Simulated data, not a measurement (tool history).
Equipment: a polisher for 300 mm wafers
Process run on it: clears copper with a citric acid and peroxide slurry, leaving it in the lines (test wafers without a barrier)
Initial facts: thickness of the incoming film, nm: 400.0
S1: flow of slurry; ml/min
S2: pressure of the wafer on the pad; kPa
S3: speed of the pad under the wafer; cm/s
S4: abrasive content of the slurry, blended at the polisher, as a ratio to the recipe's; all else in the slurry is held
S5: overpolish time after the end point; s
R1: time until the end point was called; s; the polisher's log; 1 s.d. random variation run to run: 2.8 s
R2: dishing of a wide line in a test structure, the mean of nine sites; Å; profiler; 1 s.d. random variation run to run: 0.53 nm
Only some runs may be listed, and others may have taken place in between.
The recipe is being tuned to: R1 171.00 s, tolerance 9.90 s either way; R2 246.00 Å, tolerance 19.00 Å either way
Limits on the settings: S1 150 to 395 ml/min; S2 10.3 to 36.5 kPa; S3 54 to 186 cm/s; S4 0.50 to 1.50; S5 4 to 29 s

run 1 day=0.000 | S1=250 S2=23.4 S3=118 S4=1.00 S5=15 | R1=121.75 R2=342.98
run 2 day=0.071 | S1=250 S2=23.4 S3=118 S4=1.00 S5=11 | R1=120.61 R2=270.34
run 3 day=0.262 | S1=250 S2=20.7 S3=118 S4=1.00 S5=11 | R1=136.22 R2=224.53
run 4 day=0.396 | S1=250 S2=20.7 S3=118 S4=1.00 S5=6 | R1=132.00 R2=126.38
run 5 day=0.662 | S1=250 S2=20.0 S3=114 S4=1.00 S5=8 | R1=144.29 R2=164.73
run 6 day=0.821 | S1=250 S2=20.0 S3=114 S4=0.80 S5=8 | R1=150.12 R2=160.41
run 7 day=1.129 | S1=250 S2=20.0 S3=112 S4=0.80 S5=9 | R1=154.32 R2=176.97
run 8 day=1.246 | S1=250 S2=20.0 S3=110 S4=0.80 S5=10 | R1=154.99 R2=188.47

Pick the move, out of 5, that brings all results within their allowed miss; only one does.
run A day=1.362 | S1=245 S2=17.9 S3=124 S4=0.75 S5=14 | R1=? R2=?
run B day=1.362 | S1=260 S2=22.1 S3=78 S4=0.75 S5=21 | R1=? R2=?
run C day=1.362 | S1=350 S2=16.5 S3=114 S4=0.90 S5=15 | R1=? R2=?
run D day=1.362 | S1=225 S2=17.2 S3=98 S4=0.85 S5=17 | R1=? R2=?
run E day=1.362 | S1=245 S2=18.6 S3=88 S4=0.75 S5=21 | R1=? R2=?

move=A R1=154.65 R2=253.27
move=B R1=191.99 R2=303.47
move=C R1=170.26 R2=246.42
move=D R1=197.55 R2=241.50
move=E R1=204.00 R2=285.47
A: corrects the largest miss of the last run, while another result sits out of spec
B: takes the result that was furthest off past its target
C: in spec on every target
D: corrects the largest miss of the last run, while another result sits out of spec
E: takes the result that was furthest off past its target
The right move is C.
